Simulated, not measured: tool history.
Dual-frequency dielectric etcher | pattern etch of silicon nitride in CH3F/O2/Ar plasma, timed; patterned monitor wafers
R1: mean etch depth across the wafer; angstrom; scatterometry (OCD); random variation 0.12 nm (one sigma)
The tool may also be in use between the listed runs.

{"run": 1, "day": 0.0, "source power (kW)": 0.28, "bias power (kW)": 0.064, "etch time (s)": 32.0, "R1": 185.92}
{"run": 2, "day": 0.042, "source power (kW)": 0.28, "bias power (kW)": 0.064, "etch time (s)": 32.0, "R1": 188.43}
{"run": 3, "day": 0.217, "source power (kW)": 0.3, "bias power (kW)": 0.065, "etch time (s)": 32.0, "R1": 196.23}
{"run": 4, "day": 0.588, "source power (kW)": 0.27, "bias power (kW)": 0.065, "etch time (s)": 32.0, "R1": 186.16}
{"run": 5, "day": 0.85, "source power (kW)": 0.29, "bias power (kW)": 0.066, "etch time (s)": 32.0, "R1": 191.85}
{"run": 6, "day": 1.0, "source power (kW)": 0.29, "bias power (kW)": 0.066, "etch time (s)": 29.5, "R1": 178.43}
{"run": 7, "day": 1.262, "source power (kW)": 0.31, "bias power (kW)": 0.068, "etch time (s)": 29.5, "R1": 184.57}

Forecast run 8:
{"run": 8, "day": 1.575, "source power (kW)": 0.32, "bias power (kW)": 0.07, "etch time (s)": 30.0, "R1": "?"}

{"run 8": {"R1": 193.43}}

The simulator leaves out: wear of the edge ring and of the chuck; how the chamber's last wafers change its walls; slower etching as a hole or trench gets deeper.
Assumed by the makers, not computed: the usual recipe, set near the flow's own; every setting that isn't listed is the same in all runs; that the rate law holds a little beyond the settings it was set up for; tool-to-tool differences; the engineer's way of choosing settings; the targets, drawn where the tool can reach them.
